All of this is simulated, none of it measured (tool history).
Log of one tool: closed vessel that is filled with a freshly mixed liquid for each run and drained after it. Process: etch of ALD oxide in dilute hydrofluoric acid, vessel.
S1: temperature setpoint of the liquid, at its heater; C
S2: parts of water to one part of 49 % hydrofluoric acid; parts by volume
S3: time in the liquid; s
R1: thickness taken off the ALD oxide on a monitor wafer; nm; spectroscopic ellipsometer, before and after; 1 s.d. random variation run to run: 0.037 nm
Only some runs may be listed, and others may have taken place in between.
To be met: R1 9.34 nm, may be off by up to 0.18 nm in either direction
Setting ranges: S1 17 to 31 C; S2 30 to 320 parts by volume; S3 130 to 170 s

Run 1, hour 0: S1 23 C, S2 175 parts by volume, S3 170 s. Result: R1 14.522 nm.
Run 2, hour 8.4: S1 22 C, S2 180 parts by volume, S3 170 s. Result: R1 13.419 nm.
Run 3, hour 13.9: S1 21 C, S2 185 parts by volume, S3 170 s. Result: R1 12.597 nm.
Run 4, hour 21: S1 21 C, S2 245 parts by volume, S3 170 s. Result: R1 8.8677 nm.
Run 5, hour 29.7: S1 21 C, S2 190 parts by volume, S3 170 s. Result: R1 12.205 nm.
Run 6, hour 36.8: S1 20 C, S2 195 parts by volume, S3 170 s. Result: R1 11.395 nm.
Run 7, hour 38.8: S1 19.5 C, S2 200 parts by volume, S3 170 s. Result: R1 10.724 nm.
Run 8, hour 40.7: S1 19 C, S2 200 parts by volume, S3 170 s. Result: R1 10.523 nm.
Run 9, hour 47.1: S1 18.5 C, S2 200 parts by volume, S3 170 s. Result: R1 10.396 nm.
Run 10, hour 53.9: S1 18 C, S2 200 parts by volume, S3 170 s. Result: R1 10.189 nm.
Run 11, hour 62.7: S1 17.5 C, S2 205 parts by volume, S3 170 s. Result: R1 9.6351 nm.

Below are 5 possible settings for the next run. Only one of them brings all results inside the allowed miss of their targets. Which is it?
Run A, hour 71.5: S1 17 C, S2 160 parts by volume, S3 130 s. Result: R1 ?.
Run B, hour 71.5: S1 17 C, S2 185 parts by volume, S3 165 s. Result: R1 ?.
Run C, hour 71.5: S1 18 C, S2 200 parts by volume, S3 165 s. Result: R1 ?.
Run D, hour 71.5: S1 19 C, S2 205 parts by volume, S3 165 s. Result: R1 ?.
Run E, hour 71.5: S1 20 C, S2 195 parts by volume, S3 140 s. Result: R1 ?.

move      R1
   A  9.7076
   B  10.408
   C   9.879
   D   9.976
   E   9.341
A: moves away from the targets compared with the last run
B: moves away from the targets compared with the last run
C: moves away from the targets compared with the last run
D: moves away from the targets compared with the last run
E: each result inside its tolerance
Go with E: it meets all targets.
